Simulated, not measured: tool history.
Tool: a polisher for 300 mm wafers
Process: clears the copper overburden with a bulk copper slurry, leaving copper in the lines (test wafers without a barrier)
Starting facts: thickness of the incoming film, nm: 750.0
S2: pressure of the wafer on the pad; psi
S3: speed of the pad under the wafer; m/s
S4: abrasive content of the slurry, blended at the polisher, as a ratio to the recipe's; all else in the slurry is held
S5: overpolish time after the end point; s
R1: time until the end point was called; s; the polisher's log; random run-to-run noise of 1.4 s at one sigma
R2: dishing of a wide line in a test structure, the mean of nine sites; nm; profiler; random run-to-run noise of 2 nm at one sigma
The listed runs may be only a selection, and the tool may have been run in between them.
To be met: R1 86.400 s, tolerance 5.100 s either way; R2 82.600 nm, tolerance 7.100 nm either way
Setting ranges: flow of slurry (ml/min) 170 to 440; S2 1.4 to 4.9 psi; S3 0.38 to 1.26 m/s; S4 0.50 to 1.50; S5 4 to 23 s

Run 1, hour 0.0: flow of slurry (ml/min) 280, S2 3.1 psi, S3 0.82 m/s, S4 1.00, S5 12 s. Result: R1 99.713 s, R2 53.870 nm.
Run 2, hour 8.2: flow of slurry (ml/min) 280, S2 3.5 psi, S3 0.82 m/s, S4 1.00, S5 12 s. Result: R1 90.850 s, R2 59.086 nm.
Run 3, hour 16.2: flow of slurry (ml/min) 280, S2 3.5 psi, S3 0.82 m/s, S4 1.15, S5 12 s. Result: R1 87.916 s, R2 63.309 nm.
Run 4, hour 22.2: flow of slurry (ml/min) 280, S2 3.5 psi, S3 0.64 m/s, S4 1.15, S5 12 s. Result: R1 111.170 s, R2 49.844 nm.
Run 5, hour 23.5: flow of slurry (ml/min) 280, S2 3.5 psi, S3 0.72 m/s, S4 1.15, S5 12 s. Result: R1 101.940 s, R2 54.529 nm.
Run 6, hour 29.0: flow of slurry (ml/min) 280, S2 3.5 psi, S3 0.54 m/s, S4 1.15, S5 12 s. Result: R1 134.010 s, R2 45.703 nm.
Run 7, hour 33.1: flow of slurry (ml/min) 280, S2 3.7 psi, S3 0.54 m/s, S4 1.15, S5 13 s. Result: R1 122.450 s, R2 49.302 nm.
Run 8, hour 40.9: flow of slurry (ml/min) 280, S2 3.9 psi, S3 0.54 m/s, S4 1.15, S5 14 s. Result: R1 115.890 s, R2 54.029 nm.
Run 9, hour 44.7: flow of slurry (ml/min) 280, S2 4.0 psi, S3 0.54 m/s, S4 1.15, S5 15 s. Result: R1 117.690 s, R2 61.594 nm.
Run 10, hour 47.0: flow of slurry (ml/min) 280, S2 4.2 psi, S3 0.56 m/s, S4 1.15, S5 15 s. Result: R1 105.220 s, R2 60.027 nm.

Next run, 5 choices. One meets every target within its allowed miss, the rest don't. Which?
Run A, hour 49.3: flow of slurry (ml/min) 370, S2 4.0 psi, S3 0.70 m/s, S4 1.25, S5 23 s. Result: R1 ?, R2 ?.
Run B, hour 49.3: flow of slurry (ml/min) 355, S2 4.5 psi, S3 0.60 m/s, S4 1.30, S5 19 s. Result: R1 ?, R2 ?.
Run C, hour 49.3: flow of slurry (ml/min) 300, S2 4.2 psi, S3 0.58 m/s, S4 1.25, S5 20 s. Result: R1 ?, R2 ?.
Run D, hour 49.3: flow of slurry (ml/min) 230, S2 4.3 psi, S3 0.72 m/s, S4 1.10, S5 6 s. Result: R1 ?, R2 ?.
Run E, hour 49.3: flow of slurry (ml/min) 310, S2 4.0 psi, S3 0.62 m/s, S4 1.20, S5 20 s. Result: R1 ?, R2 ?.

move      R1      R2
   A  83.887  92.185
   B  86.138  82.980
   C  97.401  78.631
   D  81.792  36.194
   E  96.530  78.536
A: meets the target for the result that was furthest off, but another lies outside its allowed miss
B: in spec on every target
C: closes in on the targets versus the last run, not all within tolerance yet
D: meets the target for the result that was furthest off, but another lies outside its allowed miss
E: closes in on the targets versus the last run, not all within tolerance yet
B meets every target.

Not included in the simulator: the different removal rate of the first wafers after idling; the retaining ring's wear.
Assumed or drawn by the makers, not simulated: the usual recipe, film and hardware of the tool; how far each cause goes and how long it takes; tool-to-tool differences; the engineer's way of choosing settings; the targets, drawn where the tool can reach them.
